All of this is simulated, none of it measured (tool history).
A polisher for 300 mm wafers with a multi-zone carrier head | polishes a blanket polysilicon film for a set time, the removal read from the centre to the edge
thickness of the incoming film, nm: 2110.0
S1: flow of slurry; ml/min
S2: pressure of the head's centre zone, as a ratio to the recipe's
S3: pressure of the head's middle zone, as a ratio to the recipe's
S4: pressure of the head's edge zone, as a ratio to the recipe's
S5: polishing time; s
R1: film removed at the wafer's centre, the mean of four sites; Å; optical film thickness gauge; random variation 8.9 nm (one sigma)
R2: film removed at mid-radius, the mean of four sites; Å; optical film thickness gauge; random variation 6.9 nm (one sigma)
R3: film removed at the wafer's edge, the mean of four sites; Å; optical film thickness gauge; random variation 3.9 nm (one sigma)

{"run": 1, "day": 0.0, "S1": 245, "S2": 1.0, "S3": 1.0, "S4": 1.0, "S5": 56, "R1": 5210.1, "R2": 5117.1, "R3": 5202.9}
{"run": 2, "day": 0.346, "S1": 255, "S2": 1.03, "S3": 1.02, "S4": 1.01, "S5": 57, "R1": 5518.3, "R2": 5370.8, "R3": 5283.0}
{"run": 3, "day": 0.396, "S1": 255, "S2": 0.97, "S3": 1.02, "S4": 1.01, "S5": 57, "R1": 5146.5, "R2": 5226.7, "R3": 5337.9}
{"run": 4, "day": 0.746, "S1": 255, "S2": 0.9, "S3": 1.02, "S4": 1.01, "S5": 57, "R1": 4727.9, "R2": 5212.9, "R3": 5270.8}
{"run": 5, "day": 0.783, "S1": 260, "S2": 0.94, "S3": 1.03, "S4": 1.02, "S5": 57, "R1": 5027.4, "R2": 5352.5, "R3": 5312.2}
{"run": 6, "day": 0.896, "S1": 260, "S2": 0.94, "S3": 1.03, "S4": 1.05, "S5": 57, "R1": 5012.6, "R2": 5295.9, "R3": 5424.6}
{"run": 7, "day": 1.238, "S1": 315, "S2": 1.04, "S3": 1.13, "S4": 1.06, "S5": 60, "R1": 6024.9, "R2": 6092.5, "R3": 5792.1}
{"run": 8, "day": 1.288, "S1": 320, "S2": 1.06, "S3": 1.13, "S4": 1.06, "S5": 60, "R1": 6066.7, "R2": 5998.1, "R3": 5898.3}
{"run": 9, "day": 1.446, "S1": 320, "S2": 1.08, "S3": 1.13, "S4": 1.05, "S5": 60, "R1": 6247.3, "R2": 6100.2, "R3": 5783.6}

Run 10 comes next. What will it give?
{"run": 10, "day": 1.517, "S1": 320, "S2": 1.09, "S3": 1.13, "S4": 1.05, "S5": 60, "R1": "?", "R2": "?", "R3": "?"}

{"run 10": {"R1": 6355.5, "R2": 6213.9, "R3": 5777.7}}

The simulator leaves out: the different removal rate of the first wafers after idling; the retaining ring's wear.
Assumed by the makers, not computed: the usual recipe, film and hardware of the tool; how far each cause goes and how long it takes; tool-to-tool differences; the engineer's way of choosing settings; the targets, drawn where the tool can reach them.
